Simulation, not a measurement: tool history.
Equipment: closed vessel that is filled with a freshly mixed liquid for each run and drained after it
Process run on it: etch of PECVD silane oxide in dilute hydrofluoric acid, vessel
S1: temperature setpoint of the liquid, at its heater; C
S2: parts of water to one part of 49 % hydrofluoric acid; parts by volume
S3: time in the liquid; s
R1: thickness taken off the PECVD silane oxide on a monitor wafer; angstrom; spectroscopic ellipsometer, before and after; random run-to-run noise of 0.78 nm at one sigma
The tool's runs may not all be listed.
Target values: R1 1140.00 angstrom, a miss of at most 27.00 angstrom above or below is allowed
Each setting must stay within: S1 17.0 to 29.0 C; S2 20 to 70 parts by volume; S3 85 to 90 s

run 1 hour=0.0 | S1=21.0 S2=40 S3=85 | R1=696.95
run 2 hour=4.2 | S1=21.0 S2=40 S3=90 | R1=731.95
run 3 hour=6.9 | S1=22.0 S2=40 S3=90 | R1=764.27
run 4 hour=14.3 | S1=22.0 S2=50 S3=90 | R1=603.36
run 5 hour=20.5 | S1=19.0 S2=50 S3=90 | R1=535.52
run 6 hour=27.2 | S1=20.5 S2=50 S3=90 | R1=570.02
run 7 hour=32.6 | S1=21.5 S2=50 S3=90 | R1=583.44
-- hour=40.1 thermometer replaced
run 8 hour=40.1 | S1=22.5 S2=45 S3=90 | R1=658.43
run 9 hour=47.4 | S1=22.5 S2=45 S3=90 | R1=662.39
run 10 hour=48.6 | S1=23.0 S2=40 S3=90 | R1=757.67
run 11 hour=55.9 | S1=27.0 S2=30 S3=90 | R1=1221.20
run 12 hour=65.0 | S1=26.0 S2=30 S3=90 | R1=1182.40

4 candidate next runs follow, results not yet known. Just one meets every target within its allowed miss. Identify it.
run A hour=74.1 | S1=27.0 S2=30 S3=90 | R1=?
run B hour=74.1 | S1=27.5 S2=30 S3=90 | R1=?
run C hour=74.1 | S1=26.5 S2=30 S3=85 | R1=?
run D hour=74.1 | S1=26.5 S2=30 S3=90 | R1=?

move=A R1=1216.00
move=B R1=1241.00
move=C R1=1125.10
move=D R1=1191.30
A: its largest miss is bigger than the last run's
B: its largest miss is bigger than the last run's
C: hits every target within its allowed miss
D: its largest miss is bigger than the last run's
The right move is C.
